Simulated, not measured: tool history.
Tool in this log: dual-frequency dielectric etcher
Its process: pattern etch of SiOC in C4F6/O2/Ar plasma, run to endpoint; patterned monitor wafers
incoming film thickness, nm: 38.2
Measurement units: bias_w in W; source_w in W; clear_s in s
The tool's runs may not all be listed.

run,day,bias_w,source_w,clear_s
1,0.000,365,430,15.054
2,0.058,365,390,15.376
3,0.121,348,380,15.708
4,0.383,324,380,16.258
5,0.733,379,380,15.212
6,0.954,379,310,15.903
7,1.204,367,300,16.275
8,1.262,358,300,16.421

For run 9, what comes out?
9,1.367,350,300,?

clear_s: 16.649 s
